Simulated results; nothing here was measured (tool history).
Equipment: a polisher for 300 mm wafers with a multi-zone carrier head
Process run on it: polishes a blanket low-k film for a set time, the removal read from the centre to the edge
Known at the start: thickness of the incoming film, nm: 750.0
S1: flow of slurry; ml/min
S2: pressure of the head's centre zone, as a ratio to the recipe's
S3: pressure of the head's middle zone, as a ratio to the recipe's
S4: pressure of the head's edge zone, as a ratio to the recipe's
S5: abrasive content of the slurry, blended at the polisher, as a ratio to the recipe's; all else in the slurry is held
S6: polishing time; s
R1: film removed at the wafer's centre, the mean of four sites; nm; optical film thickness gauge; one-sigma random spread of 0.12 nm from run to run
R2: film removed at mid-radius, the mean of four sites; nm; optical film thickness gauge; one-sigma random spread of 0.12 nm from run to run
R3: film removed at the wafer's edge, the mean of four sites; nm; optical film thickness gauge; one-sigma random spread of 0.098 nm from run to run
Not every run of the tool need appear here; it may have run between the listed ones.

{"run": 1, "hour": 0.0, "S1": 285, "S2": 1.0, "S3": 1.0, "S4": 1.0, "S5": 1.0, "S6": 70, "R1": 19.422, "R2": 19.986, "R3": 19.179}
{"run": 2, "hour": 4.0, "S1": 235, "S2": 1.0, "S3": 1.0, "S4": 1.0, "S5": 1.0, "S6": 70, "R1": 19.419, "R2": 19.664, "R3": 19.086}
{"run": 3, "hour": 5.9, "S1": 170, "S2": 1.0, "S3": 1.0, "S4": 1.0, "S5": 1.0, "S6": 70, "R1": 19.048, "R2": 19.339, "R3": 18.82}
{"run": 4, "hour": 10.0, "S1": 175, "S2": 0.97, "S3": 1.0, "S4": 0.97, "S5": 0.95, "S6": 70, "R1": 17.927, "R2": 18.985, "R3": 18.309}
{"run": 5, "hour": 11.9, "S1": 180, "S2": 0.96, "S3": 1.01, "S4": 0.95, "S5": 0.9, "S6": 70, "R1": 17.853, "R2": 19.1, "R3": 18.052}
{"run": 6, "hour": 14.6, "S1": 180, "S2": 0.96, "S3": 1.01, "S4": 0.95, "S5": 1.1, "S6": 70, "R1": 18.869, "R2": 20.195, "R3": 18.86}
{"run": 7, "hour": 18.3, "S1": 190, "S2": 0.94, "S3": 1.01, "S4": 0.93, "S5": 1.0, "S6": 69, "R1": 18.131, "R2": 19.473, "R3": 18.095}
{"run": 8, "hour": 23.8, "S1": 190, "S2": 0.91, "S3": 1.01, "S4": 0.91, "S5": 0.9, "S6": 69, "R1": 16.933, "R2": 18.828, "R3": 17.255}
{"run": 9, "hour": 25.6, "S1": 190, "S2": 0.89, "S3": 1.0, "S4": 0.89, "S5": 0.85, "S6": 69, "R1": 16.099, "R2": 18.218, "R3": 16.849}
{"run": 10, "hour": 32.8, "S1": 195, "S2": 0.88, "S3": 1.0, "S4": 0.88, "S5": 0.8, "S6": 69, "R1": 15.671, "R2": 17.923, "R3": 16.28}
{"run": 11, "hour": 34.7, "S1": 195, "S2": 0.87, "S3": 0.99, "S4": 0.87, "S5": 0.8, "S6": 69, "R1": 15.574, "R2": 18.049, "R3": 16.51}
{"run": 12, "hour": 40.2, "S1": 185, "S2": 0.86, "S3": 0.98, "S4": 0.83, "S5": 0.65, "S6": 69, "R1": 14.412, "R2": 16.6, "R3": 14.989}
{"run": 13, "hour": 47.5, "S1": 190, "S2": 0.86, "S3": 0.98, "S4": 0.84, "S5": 0.65, "S6": 69, "R1": 14.421, "R2": 16.418, "R3": 15.167}

Forecast run 14:
{"run": 14, "hour": 51.9, "S1": 195, "S2": 0.86, "S3": 0.99, "S4": 0.84, "S5": 0.65, "S6": 69, "R1": "?", "R2": "?", "R3": "?"}

{"run 14": {"R1": 14.323, "R2": 16.68, "R3": 15.083}}
